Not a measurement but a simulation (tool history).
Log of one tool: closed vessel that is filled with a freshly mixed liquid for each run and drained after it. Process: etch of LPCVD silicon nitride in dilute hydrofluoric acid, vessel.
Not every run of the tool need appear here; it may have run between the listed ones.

run  hour  temperature setpoint of the liquid (K)  parts of water to one part of 49 % hydrofluoric acid (parts by volume)  time in the liquid (s)  thickness taken off the LPCVD silicon nitride on a monitor wafer (angstrom)
  1     0                                  295.15                                                                      45                    2675                                                                          260
  2   3.8                                  296.15                                                                      45                    2675                                                                       274.87
  3   9.4                                  297.15                                                                      45                    2675                                                                       296.11
  4  14.6                                  297.15                                                                      45                    2675                                                                       302.81
  5  18.8                                  297.15                                                                      55                    2675                                                                       244.21
  6  24.6                                  299.65                                                                      55                    2675                                                                       282.87
  7  33.5                                  302.65                                                                      55                    2675                                                                       352.52

Run 8, settings as shown, results not yet in. Your forecast:
  8  36.8                                  302.15                                                                      55                    2675                                                                            ?

For run 8 the tool returned thickness taken off the LPCVD silicon nitride on a monitor wafer (angstrom) 342.95.

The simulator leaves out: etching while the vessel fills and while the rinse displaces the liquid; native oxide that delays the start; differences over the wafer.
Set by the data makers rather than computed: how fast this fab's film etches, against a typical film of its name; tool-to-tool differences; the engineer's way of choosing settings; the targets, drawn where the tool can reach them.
